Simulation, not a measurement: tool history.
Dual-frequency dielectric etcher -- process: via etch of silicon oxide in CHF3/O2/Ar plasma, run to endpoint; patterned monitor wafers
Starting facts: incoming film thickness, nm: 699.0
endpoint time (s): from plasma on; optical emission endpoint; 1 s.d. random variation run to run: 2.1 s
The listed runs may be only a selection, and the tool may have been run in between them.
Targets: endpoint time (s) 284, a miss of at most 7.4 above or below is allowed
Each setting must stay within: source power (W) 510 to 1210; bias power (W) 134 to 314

run,hour,source power (W),bias power (W),endpoint time (s)
1,0,860,224,317.81
2,1,860,199,331.19
3,8.6,790,199,339.8
4,13.7,920,199,327.52
5,16.3,950,207,316.15
6,17.1,980,210,313.01
7,25.5,1010,214,309.55
8,27.3,1030,219,301.54
9,35.7,1050,221,302.37
10,40.5,1070,224,295.86
11,45.7,1080,225,296.25
12,53.7,1090,227,291.71

4 next moves are on the table. One of them brings every result within its allowed miss. Which?
A,61.7,1070,220,?
B,61.7,1130,202,?
C,61.7,1040,251,?
D,61.7,930,239,?

move,endpoint time (s)
A,298.79
B,304.08
C,285.6
D,301.52
A: the biggest miss grows against the last run
B: the biggest miss grows against the last run
C: hits every target within its allowed miss
D: the biggest miss grows against the last run
The right move is C.

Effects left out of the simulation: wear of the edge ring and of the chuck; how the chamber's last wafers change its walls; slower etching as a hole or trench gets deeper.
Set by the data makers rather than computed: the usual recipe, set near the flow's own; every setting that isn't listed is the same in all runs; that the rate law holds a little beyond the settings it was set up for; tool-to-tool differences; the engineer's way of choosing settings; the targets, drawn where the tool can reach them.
